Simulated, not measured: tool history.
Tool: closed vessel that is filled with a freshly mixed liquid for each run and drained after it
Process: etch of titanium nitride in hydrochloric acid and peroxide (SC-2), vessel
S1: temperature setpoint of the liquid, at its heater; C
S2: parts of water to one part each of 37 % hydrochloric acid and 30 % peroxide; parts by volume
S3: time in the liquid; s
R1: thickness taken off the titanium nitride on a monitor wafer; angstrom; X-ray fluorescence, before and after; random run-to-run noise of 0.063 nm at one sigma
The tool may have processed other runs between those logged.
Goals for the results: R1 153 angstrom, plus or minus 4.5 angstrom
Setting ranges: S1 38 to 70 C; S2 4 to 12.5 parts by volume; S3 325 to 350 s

run  hour    S1  S2   S3      R1
  1     0    54   7  325  180.37
  2   6.3  53.5   7  325  174.79
  3   8.9    59   7  325     251
  4  16.9    59   7  325  249.04
  5  18.8    59   7  325  247.96
  6  19.6    59   6  325   279.3
  7    26    59   6  325  280.08
  8  31.8  56.5   6  325  237.07
  9    38  54.5   6  325  211.11
 10    40    53   6  325  192.04
 11  43.2    52   6  325  177.43
 12  51.7  51.5   6  325     172
 13  59.5    51   6  325  166.96
 14  62.5  50.5   6  325  161.29

Of the 4 settings listed for the next run, only one would bring every result within its allowed miss of target. Which one?
  A  65.5  43.5    4  345   ?
  B  65.5  49.5    6  325   ?
  C  65.5  48.5  5.5  350   ?
  D  65.5    53  7.5  350   ?

move      R1
   A  141.97
   B  150.97
   C  162.17
   D  172.59
A: takes the biggest miss from the last run beyond its target
B: each result inside its tolerance
C: its largest miss is bigger than the last run's
D: its largest miss is bigger than the last run's
B meets every target.
